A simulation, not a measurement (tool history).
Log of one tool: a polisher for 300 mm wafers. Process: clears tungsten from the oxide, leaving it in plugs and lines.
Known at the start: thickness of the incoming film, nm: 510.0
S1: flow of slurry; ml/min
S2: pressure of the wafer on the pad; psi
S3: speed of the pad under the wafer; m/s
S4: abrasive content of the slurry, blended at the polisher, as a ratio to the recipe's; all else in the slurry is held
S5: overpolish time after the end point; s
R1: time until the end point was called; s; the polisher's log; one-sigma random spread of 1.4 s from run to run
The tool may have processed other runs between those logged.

Run 1, day 0.000: S1 145 ml/min, S2 3.4 psi, S3 0.86 m/s, S4 1.0, S5 20 s. Result: R1 152.45 s.
Run 2, day 0.321: S1 145 ml/min, S2 4.0 psi, S3 0.86 m/s, S4 1.0, S5 20 s. Result: R1 131.60 s.
Run 3, day 0.667: S1 170 ml/min, S2 4.0 psi, S3 0.86 m/s, S4 1.0, S5 20 s. Result: R1 126.98 s.
Run 4, day 0.729: S1 185 ml/min, S2 4.0 psi, S3 0.86 m/s, S4 1.0, S5 20 s. Result: R1 125.12 s.
Run 5, day 1.096: S1 185 ml/min, S2 4.1 psi, S3 0.86 m/s, S4 1.0, S5 20 s. Result: R1 121.29 s.
Run 6, day 1.167: S1 185 ml/min, S2 4.1 psi, S3 0.86 m/s, S4 1.0, S5 22 s. Result: R1 119.28 s.
Run 7, day 1.283: S1 185 ml/min, S2 4.2 psi, S3 0.86 m/s, S4 1.0, S5 22 s. Result: R1 117.17 s.
Run 8, day 1.462: S1 185 ml/min, S2 4.3 psi, S3 0.86 m/s, S4 1.0, S5 22 s. Result: R1 115.78 s.

Predict the results of run 9:
Run 9, day 1.542: S1 185 ml/min, S2 4.4 psi, S3 0.86 m/s, S4 1.0, S5 22 s. Result: R1 ?.

{"run 9": {"R1": 112.3}}
